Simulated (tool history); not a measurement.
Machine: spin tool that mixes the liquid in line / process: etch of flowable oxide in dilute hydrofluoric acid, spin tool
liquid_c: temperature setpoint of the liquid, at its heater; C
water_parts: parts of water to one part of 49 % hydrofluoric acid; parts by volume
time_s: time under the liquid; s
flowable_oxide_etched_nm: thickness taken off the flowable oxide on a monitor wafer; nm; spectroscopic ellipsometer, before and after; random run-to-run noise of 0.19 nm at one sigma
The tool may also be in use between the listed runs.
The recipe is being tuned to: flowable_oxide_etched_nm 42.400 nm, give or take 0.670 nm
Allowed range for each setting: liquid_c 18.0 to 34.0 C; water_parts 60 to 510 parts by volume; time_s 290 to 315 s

{"run": 1, "hour": 0.0, "liquid_c": 26.0, "water_parts": 285, "time_s": 290, "flowable_oxide_etched_nm": 21.125}
{"run": 2, "hour": 5.6, "liquid_c": 26.0, "water_parts": 285, "time_s": 315, "flowable_oxide_etched_nm": 22.866}
{"run": 3, "hour": 10.7, "liquid_c": 27.5, "water_parts": 270, "time_s": 315, "flowable_oxide_etched_nm": 25.797}
{"run": 4, "hour": 17.5, "liquid_c": 28.5, "water_parts": 255, "time_s": 315, "flowable_oxide_etched_nm": 28.699}
{"run": 5, "hour": 26.2, "liquid_c": 29.5, "water_parts": 245, "time_s": 315, "flowable_oxide_etched_nm": 31.36}
{"run": 6, "hour": 33.4, "liquid_c": 29.5, "water_parts": 245, "time_s": 315, "flowable_oxide_etched_nm": 31.191}
{"run": 7, "hour": 37.8, "liquid_c": 33.5, "water_parts": 205, "time_s": 315, "flowable_oxide_etched_nm": 44.941}
{"run": 8, "hour": 46.1, "liquid_c": 33.0, "water_parts": 205, "time_s": 315, "flowable_oxide_etched_nm": 44.049}
{"run": 9, "hour": 51.3, "liquid_c": 32.5, "water_parts": 205, "time_s": 315, "flowable_oxide_etched_nm": 43.648}

4 candidate next runs follow, results not yet known. Just one meets every target within its allowed miss. Identify it.
{"run": "A", "hour": 56.5, "liquid_c": 33.5, "water_parts": 195, "time_s": 290, "flowable_oxide_etched_nm": "?"}
{"run": "B", "hour": 56.5, "liquid_c": 30.0, "water_parts": 190, "time_s": 315, "flowable_oxide_etched_nm": "?"}
{"run": "C", "hour": 56.5, "liquid_c": 31.0, "water_parts": 200, "time_s": 315, "flowable_oxide_etched_nm": "?"}
{"run": "D", "hour": 56.5, "liquid_c": 32.5, "water_parts": 195, "time_s": 300, "flowable_oxide_etched_nm": "?"}

move=A flowable_oxide_etched_nm=43.830
move=B flowable_oxide_etched_nm=43.713
move=C flowable_oxide_etched_nm=42.423
move=D flowable_oxide_etched_nm=43.863
A: its largest miss is bigger than the last run's
B: its largest miss is bigger than the last run's
C: all results land within tolerance of their targets
D: its largest miss is bigger than the last run's
So the answer is move C, the one that meets all the targets.

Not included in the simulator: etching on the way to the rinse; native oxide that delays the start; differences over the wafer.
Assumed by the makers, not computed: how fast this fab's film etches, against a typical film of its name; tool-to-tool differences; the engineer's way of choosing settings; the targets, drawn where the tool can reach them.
